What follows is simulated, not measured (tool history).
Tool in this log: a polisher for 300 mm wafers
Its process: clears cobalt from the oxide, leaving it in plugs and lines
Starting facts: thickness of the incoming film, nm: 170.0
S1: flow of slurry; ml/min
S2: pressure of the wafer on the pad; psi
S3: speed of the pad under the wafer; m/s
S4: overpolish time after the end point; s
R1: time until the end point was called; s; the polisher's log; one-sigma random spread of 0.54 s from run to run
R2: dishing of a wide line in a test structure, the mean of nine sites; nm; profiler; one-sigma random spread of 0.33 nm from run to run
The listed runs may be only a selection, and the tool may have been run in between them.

run,day,S1,S2,S3,S4,R1,R2
1,0,145,2.5,0.84,26,29.527,67.003
2,0.267,145,2.5,0.84,37,29.016,71.866
3,0.379,130,2.2,0.84,29,33.417,67.391
4,0.638,130,2.2,1.02,29,27.487,69.114
5,0.883,130,1.6,1.02,29,35.671,64.306
6,1.158,155,1.5,1,23,37.586,57.985
7,1.238,175,1.4,1,19,40.279,52.821
8,1.608,190,1.3,1.02,16,40.042,47.668
9,1.712,200,1.2,1.02,14,42.672,41.729
10,1.779,205,1.2,1.04,12,41.24,38.123

Predict the results of run 11:
11,1.858,205,1.2,1.04,12,?,?

R1: 41.689 s
R2: 37.939 nm
